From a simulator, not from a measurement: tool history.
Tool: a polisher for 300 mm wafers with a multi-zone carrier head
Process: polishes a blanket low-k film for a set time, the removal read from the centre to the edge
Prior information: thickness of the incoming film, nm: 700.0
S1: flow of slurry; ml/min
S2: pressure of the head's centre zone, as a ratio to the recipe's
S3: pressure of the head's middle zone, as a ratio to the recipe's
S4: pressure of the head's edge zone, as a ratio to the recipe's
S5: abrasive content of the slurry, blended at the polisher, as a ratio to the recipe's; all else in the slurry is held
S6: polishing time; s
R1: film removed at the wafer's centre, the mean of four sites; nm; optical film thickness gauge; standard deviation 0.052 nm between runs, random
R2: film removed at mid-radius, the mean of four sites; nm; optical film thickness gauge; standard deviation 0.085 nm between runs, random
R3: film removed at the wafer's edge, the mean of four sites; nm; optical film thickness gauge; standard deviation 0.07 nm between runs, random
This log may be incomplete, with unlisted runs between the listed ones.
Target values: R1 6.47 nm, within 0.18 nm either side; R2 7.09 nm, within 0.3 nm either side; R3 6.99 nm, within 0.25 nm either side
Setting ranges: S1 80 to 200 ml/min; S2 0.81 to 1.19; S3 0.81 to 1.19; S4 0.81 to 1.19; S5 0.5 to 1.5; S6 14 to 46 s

| run | hour | S1 | S2 | S3 | S4 | S5 | S6 | R1 | R2 | R3 |
|---|---|---|---|---|---|---|---|---|---|---|
| 1 | 0 | 130 | 1 | 1 | 1 | 1 | 30 | 12.981 | 13.122 | 12.759 |
| 2 | 7.6 | 130 | 1 | 1 | 1 | 0.9 | 30 | 12.541 | 12.559 | 12.408 |
| 3 | 10.7 | 125 | 0.98 | 1 | 0.97 | 0.85 | 28 | 11.154 | 11.34 | 10.873 |
| 4 | 14.1 | 125 | 0.98 | 1 | 1 | 0.85 | 28 | 11.039 | 11.156 | 11.267 |
| 5 | 16.6 | 120 | 0.95 | 0.99 | 0.97 | 0.8 | 27 | 10.022 | 10.437 | 10.314 |
| 6 | 24.8 | 115 | 0.93 | 0.98 | 0.95 | 0.75 | 26 | 9.047 | 9.7715 | 9.4375 |
| 7 | 32.8 | 115 | 0.93 | 0.98 | 0.95 | 0.75 | 26 | 9.0765 | 9.6086 | 9.4325 |
| 8 | 38.4 | 110 | 0.91 | 0.96 | 0.93 | 0.7 | 26 | 8.5945 | 9.2372 | 9.1635 |
| 9 | 44.6 | 110 | 0.9 | 0.95 | 0.91 | 0.65 | 25 | 7.979 | 8.6129 | 8.43 |
| 10 | 48.5 | 110 | 0.89 | 0.94 | 0.9 | 0.6 | 25 | 7.5604 | 8.3897 | 8.0345 |
| 11 | 56.4 | 110 | 0.88 | 0.92 | 0.89 | 0.6 | 25 | 7.3911 | 8.3062 | 7.9838 |
| 12 | 57.1 | 105 | 0.88 | 0.9 | 0.88 | 0.6 | 25 | 7.2898 | 7.9911 | 7.8415 |
| 13 | 61.7 | 105 | 0.88 | 0.89 | 0.87 | 0.6 | 25 | 7.3475 | 7.9547 | 7.9299 |
| 14 | 67.1 | 95 | 0.87 | 0.89 | 0.83 | 0.5 | 23 | 5.9892 | 6.5149 | 6.4395 |
| 15 | 71.3 | 100 | 0.87 | 0.89 | 0.84 | 0.5 | 23 | 5.9987 | 6.6945 | 6.6462 |
| 16 | 73.4 | 105 | 0.87 | 0.89 | 0.84 | 0.5 | 23 | 6.1668 | 6.5676 | 6.5731 |
| 17 | 78 | 110 | 0.87 | 0.9 | 0.85 | 0.5 | 23 | 6.2164 | 6.8074 | 6.758 |

Which of these 4 next moves meets every target?
| A | 82.6 | 105 | 0.82 | 0.87 | 0.89 | 0.5 | 24 | ? | ? | ? |
| B | 82.6 | 115 | 0.9 | 0.91 | 0.81 | 0.55 | 22 | ? | ? | ? |
| C | 82.6 | 110 | 0.88 | 0.9 | 0.89 | 0.6 | 22 | ? | ? | ? |
| D | 82.6 | 125 | 0.96 | 0.92 | 0.81 | 0.75 | 18 | ? | ? | ? |

| move | R1 | R2 | R3 |
|---|---|---|---|
| A | 5.9799 | 6.8982 | 7.0315 |
| B | 6.4454 | 6.9318 | 6.5567 |
| C | 6.4637 | 7.0737 | 7.0358 |
| D | 6.5725 | 6.6481 | 6.2108 |
A: lands further from the targets than the last run did
B: meets the target for the result that was furthest off, but another lies outside its allowed miss
C: meets every target
D: meets the target for the result that was furthest off, but another lies outside its allowed miss
So the answer is move C, the one that meets all the targets.

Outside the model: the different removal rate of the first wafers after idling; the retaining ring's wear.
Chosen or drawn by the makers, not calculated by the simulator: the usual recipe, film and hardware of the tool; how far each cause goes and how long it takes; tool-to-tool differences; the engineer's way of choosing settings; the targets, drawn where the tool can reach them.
